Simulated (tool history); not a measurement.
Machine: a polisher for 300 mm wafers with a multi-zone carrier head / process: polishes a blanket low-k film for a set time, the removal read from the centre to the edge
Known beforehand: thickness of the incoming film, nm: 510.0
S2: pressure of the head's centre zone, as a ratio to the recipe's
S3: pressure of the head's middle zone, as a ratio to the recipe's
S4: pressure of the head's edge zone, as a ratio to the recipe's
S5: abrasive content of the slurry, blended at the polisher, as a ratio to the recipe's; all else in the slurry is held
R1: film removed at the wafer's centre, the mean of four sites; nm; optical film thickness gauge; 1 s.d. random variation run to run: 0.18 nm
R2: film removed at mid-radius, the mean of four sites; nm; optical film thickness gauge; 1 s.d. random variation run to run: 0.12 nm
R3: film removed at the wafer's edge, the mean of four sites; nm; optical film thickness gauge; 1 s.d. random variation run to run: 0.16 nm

{"run": 1, "hour": 0.0, "flow of slurry (ml/min)": 275, "S2": 1.0, "S3": 1.0, "S4": 1.0, "S5": 1.0, "polishing time (s)": 34, "R1": 8.8824, "R2": 8.6246, "R3": 8.7454}
{"run": 2, "hour": 8.2, "flow of slurry (ml/min)": 275, "S2": 1.01, "S3": 1.01, "S4": 1.02, "S5": 1.1, "polishing time (s)": 34, "R1": 9.1401, "R2": 8.9973, "R3": 9.1511}
{"run": 3, "hour": 14.8, "flow of slurry (ml/min)": 275, "S2": 1.01, "S3": 1.01, "S4": 1.02, "S5": 1.1, "polishing time (s)": 40, "R1": 10.848, "R2": 10.82, "R3": 10.872}
{"run": 4, "hour": 17.2, "flow of slurry (ml/min)": 275, "S2": 1.01, "S3": 1.01, "S4": 0.98, "S5": 1.1, "polishing time (s)": 40, "R1": 10.854, "R2": 10.871, "R3": 10.444}
{"run": 5, "hour": 25.9, "flow of slurry (ml/min)": 275, "S2": 1.01, "S3": 1.01, "S4": 1.03, "S5": 1.1, "polishing time (s)": 40, "R1": 11.001, "R2": 10.747, "R3": 10.753}
{"run": 6, "hour": 33.4, "flow of slurry (ml/min)": 275, "S2": 1.01, "S3": 1.06, "S4": 1.03, "S5": 1.1, "polishing time (s)": 40, "R1": 10.898, "R2": 11.219, "R3": 10.76}
{"run": 7, "hour": 34.6, "flow of slurry (ml/min)": 280, "S2": 1.02, "S3": 1.05, "S4": 1.05, "S5": 1.1, "polishing time (s)": 40, "R1": 10.999, "R2": 11.036, "R3": 11.128}
{"run": 8, "hour": 42.7, "flow of slurry (ml/min)": 280, "S2": 1.02, "S3": 1.05, "S4": 1.05, "S5": 1.1, "polishing time (s)": 40, "R1": 11.097, "R2": 10.92, "R3": 10.971}

Estimate the outcome of run 9 from the log above:
{"run": 9, "hour": 43.6, "flow of slurry (ml/min)": 285, "S2": 1.03, "S3": 1.05, "S4": 1.06, "S5": 1.1, "polishing time (s)": 40, "R1": "?", "R2": "?", "R3": "?"}

Run 9 yielded R1 10.9350 nm, R2 11.1510 nm, R3 11.2090 nm.

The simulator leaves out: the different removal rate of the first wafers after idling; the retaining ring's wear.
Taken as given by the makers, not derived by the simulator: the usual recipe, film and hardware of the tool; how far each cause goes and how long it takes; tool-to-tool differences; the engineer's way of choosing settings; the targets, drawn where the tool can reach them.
